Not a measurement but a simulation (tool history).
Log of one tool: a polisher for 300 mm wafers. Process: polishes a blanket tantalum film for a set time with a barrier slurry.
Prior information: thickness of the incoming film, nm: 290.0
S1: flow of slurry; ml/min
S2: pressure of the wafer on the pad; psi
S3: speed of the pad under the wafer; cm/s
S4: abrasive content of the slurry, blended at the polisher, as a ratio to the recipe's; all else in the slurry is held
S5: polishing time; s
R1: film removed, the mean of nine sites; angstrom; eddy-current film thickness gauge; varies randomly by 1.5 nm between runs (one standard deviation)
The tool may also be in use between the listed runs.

run,hour,S1,S2,S3,S4,S5,R1
1,0.0,135,1.7,130,1.0,75,1393.0
2,7.9,145,1.9,130,1.0,75,1580.1
3,13.7,170,1.9,130,1.0,75,1636.4
4,17.8,170,1.9,130,1.0,79,1697.4
5,21.2,170,1.9,130,1.1,79,1716.9
6,24.5,170,1.9,114,1.1,79,1530.5

The next listed run, before its measurement:
7,25.2,170,2.0,114,1.1,79,?

Run 7 measured R1 1598.1 angstrom.
